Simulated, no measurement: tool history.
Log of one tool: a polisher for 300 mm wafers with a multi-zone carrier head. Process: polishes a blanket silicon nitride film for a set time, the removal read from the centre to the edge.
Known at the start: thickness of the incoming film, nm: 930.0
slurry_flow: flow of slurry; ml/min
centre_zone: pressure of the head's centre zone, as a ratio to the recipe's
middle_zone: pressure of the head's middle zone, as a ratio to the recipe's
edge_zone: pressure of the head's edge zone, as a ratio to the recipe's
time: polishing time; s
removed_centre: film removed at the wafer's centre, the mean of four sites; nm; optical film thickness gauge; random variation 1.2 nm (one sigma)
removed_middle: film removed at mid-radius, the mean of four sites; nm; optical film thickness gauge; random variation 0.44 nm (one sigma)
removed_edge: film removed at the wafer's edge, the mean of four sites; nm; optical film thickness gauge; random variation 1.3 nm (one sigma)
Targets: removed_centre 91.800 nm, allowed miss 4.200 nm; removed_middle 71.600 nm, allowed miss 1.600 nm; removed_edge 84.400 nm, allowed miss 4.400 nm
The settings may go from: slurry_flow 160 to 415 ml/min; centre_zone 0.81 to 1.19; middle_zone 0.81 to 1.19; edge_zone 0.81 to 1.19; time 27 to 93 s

run 1 hour=0.0 | slurry_flow=265 centre_zone=1.00 middle_zone=1.00 edge_zone=1.00 time=59 | removed_centre=133.210 removed_middle=126.710 removed_edge=121.610
run 2 hour=6.3 | slurry_flow=255 centre_zone=1.00 middle_zone=0.96 edge_zone=1.01 time=55 | removed_centre=124.550 removed_middle=113.710 removed_edge=115.370
run 3 hour=13.6 | slurry_flow=250 centre_zone=1.00 middle_zone=0.93 edge_zone=1.00 time=52 | removed_centre=115.980 removed_middle=103.540 removed_edge=110.350
run 4 hour=19.7 | slurry_flow=245 centre_zone=1.01 middle_zone=0.91 edge_zone=0.98 time=49 | removed_centre=110.210 removed_middle=97.161 removed_edge=98.079
run 5 hour=25.3 | slurry_flow=240 centre_zone=1.02 middle_zone=0.89 edge_zone=0.99 time=47 | removed_centre=106.420 removed_middle=90.519 removed_edge=98.079
run 6 hour=26.6 | slurry_flow=305 centre_zone=1.02 middle_zone=0.89 edge_zone=0.99 time=47 | removed_centre=109.380 removed_middle=92.982 removed_edge=99.825
run 7 hour=34.9 | slurry_flow=300 centre_zone=1.02 middle_zone=0.88 edge_zone=0.99 time=45 | removed_centre=101.800 removed_middle=89.296 removed_edge=95.559
run 8 hour=43.0 | slurry_flow=290 centre_zone=1.03 middle_zone=0.87 edge_zone=0.99 time=44 | removed_centre=101.900 removed_middle=84.831 removed_edge=93.962
run 9 hour=47.2 | slurry_flow=285 centre_zone=1.03 middle_zone=0.86 edge_zone=0.99 time=43 | removed_centre=100.280 removed_middle=82.161 removed_edge=90.820
run 10 hour=50.7 | slurry_flow=280 centre_zone=1.03 middle_zone=0.85 edge_zone=0.99 time=42 | removed_centre=95.992 removed_middle=80.151 removed_edge=88.136
run 11 hour=57.5 | slurry_flow=235 centre_zone=1.09 middle_zone=0.81 edge_zone=1.07 time=38 | removed_centre=90.201 removed_middle=67.819 removed_edge=81.616
run 12 hour=63.7 | slurry_flow=240 centre_zone=1.09 middle_zone=0.82 edge_zone=1.07 time=38 | removed_centre=88.512 removed_middle=69.968 removed_edge=83.098
run 13 hour=68.8 | slurry_flow=245 centre_zone=1.10 middle_zone=0.82 edge_zone=1.07 time=38 | removed_centre=92.724 removed_middle=68.940 removed_edge=82.714
run 14 hour=74.7 | slurry_flow=250 centre_zone=1.10 middle_zone=0.82 edge_zone=1.07 time=38 | removed_centre=93.035 removed_middle=69.801 removed_edge=82.536
run 15 hour=77.1 | slurry_flow=255 centre_zone=1.10 middle_zone=0.82 edge_zone=1.07 time=38 | removed_centre=93.628 removed_middle=69.756 removed_edge=82.662
run 16 hour=78.9 | slurry_flow=255 centre_zone=1.09 middle_zone=0.82 edge_zone=1.07 time=38 | removed_centre=92.137 removed_middle=69.395 removed_edge=84.766

4 next moves are on the table. One of them brings every result within its allowed miss. Which?
run A hour=80.7 | slurry_flow=215 centre_zone=1.14 middle_zone=0.82 edge_zone=1.12 time=37 | removed_centre=? removed_middle=? removed_edge=?
run B hour=80.7 | slurry_flow=270 centre_zone=0.99 middle_zone=0.82 edge_zone=1.10 time=38 | removed_centre=? removed_middle=? removed_edge=?
run C hour=80.7 | slurry_flow=265 centre_zone=1.07 middle_zone=0.81 edge_zone=1.13 time=37 | removed_centre=? removed_middle=? removed_edge=?
run D hour=80.7 | slurry_flow=300 centre_zone=1.07 middle_zone=0.84 edge_zone=1.09 time=38 | removed_centre=? removed_middle=? removed_edge=?

move=A removed_centre=92.653 removed_middle=66.307 removed_edge=81.473
move=B removed_centre=84.780 removed_middle=69.816 removed_edge=84.431
move=C removed_centre=89.086 removed_middle=67.201 removed_edge=83.238
move=D removed_centre=92.692 removed_middle=71.766 removed_edge=84.651
A: further off than the last run
B: further off than the last run
C: further off than the last run
D: meets every target
The right move is D.

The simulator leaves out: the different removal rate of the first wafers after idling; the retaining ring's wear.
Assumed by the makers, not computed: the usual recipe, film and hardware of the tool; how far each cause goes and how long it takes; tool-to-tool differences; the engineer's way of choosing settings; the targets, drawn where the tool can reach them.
